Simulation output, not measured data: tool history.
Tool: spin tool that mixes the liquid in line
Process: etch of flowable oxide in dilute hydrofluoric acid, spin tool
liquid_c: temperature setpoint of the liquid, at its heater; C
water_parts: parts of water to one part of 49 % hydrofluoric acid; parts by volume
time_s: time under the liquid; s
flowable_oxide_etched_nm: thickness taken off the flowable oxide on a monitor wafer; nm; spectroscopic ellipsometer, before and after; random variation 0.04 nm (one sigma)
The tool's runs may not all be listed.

run 1 hour=0 | liquid_c=22 water_parts=180 time_s=35 | flowable_oxide_etched_nm=5.8197
run 2 hour=7.3 | liquid_c=20 water_parts=180 time_s=35 | flowable_oxide_etched_nm=5.4309
run 3 hour=9.4 | liquid_c=21 water_parts=180 time_s=35 | flowable_oxide_etched_nm=5.5983
run 4 hour=17.5 | liquid_c=22 water_parts=180 time_s=35 | flowable_oxide_etched_nm=5.817
run 5 hour=26.1 | liquid_c=22 water_parts=135 time_s=35 | flowable_oxide_etched_nm=8.2509
run 6 hour=32.9 | liquid_c=25.5 water_parts=135 time_s=35 | flowable_oxide_etched_nm=9.3784
run 7 hour=34.3 | liquid_c=24 water_parts=135 time_s=35 | flowable_oxide_etched_nm=8.8565
run 8 hour=39.7 | liquid_c=20 water_parts=135 time_s=35 | flowable_oxide_etched_nm=7.5871

Forecast run 9:
run 9 hour=44.3 | liquid_c=20 water_parts=135 time_s=35 | flowable_oxide_etched_nm=?

Run 9 gave flowable_oxide_etched_nm 7.624 nm.
